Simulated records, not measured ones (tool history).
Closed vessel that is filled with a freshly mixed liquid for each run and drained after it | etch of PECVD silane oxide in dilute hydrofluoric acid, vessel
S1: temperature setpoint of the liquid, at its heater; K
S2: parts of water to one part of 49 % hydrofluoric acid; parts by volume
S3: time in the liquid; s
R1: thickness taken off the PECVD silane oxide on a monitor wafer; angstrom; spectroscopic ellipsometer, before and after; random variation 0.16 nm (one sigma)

Run 1, hour 0.0: S1 294.15 K, S2 95 parts by volume, S3 135 s. Result: R1 652.44 angstrom.
Run 2, hour 4.2: S1 294.15 K, S2 95 parts by volume, S3 135 s. Result: R1 645.37 angstrom.
Run 3, hour 10.2: S1 296.15 K, S2 95 parts by volume, S3 135 s. Result: R1 702.35 angstrom.
Run 4, hour 13.7: S1 296.15 K, S2 95 parts by volume, S3 135 s. Result: R1 698.66 angstrom.
Run 5, hour 17.7: S1 296.15 K, S2 95 parts by volume, S3 145 s. Result: R1 752.50 angstrom.
Run 6, hour 23.7: S1 298.65 K, S2 95 parts by volume, S3 145 s. Result: R1 827.06 angstrom.

Run 7 comes next. What will it give?
Run 7, hour 25.6: S1 297.15 K, S2 100 parts by volume, S3 145 s. Result: R1 ?.

Run 7 gave R1 738.76 angstrom.

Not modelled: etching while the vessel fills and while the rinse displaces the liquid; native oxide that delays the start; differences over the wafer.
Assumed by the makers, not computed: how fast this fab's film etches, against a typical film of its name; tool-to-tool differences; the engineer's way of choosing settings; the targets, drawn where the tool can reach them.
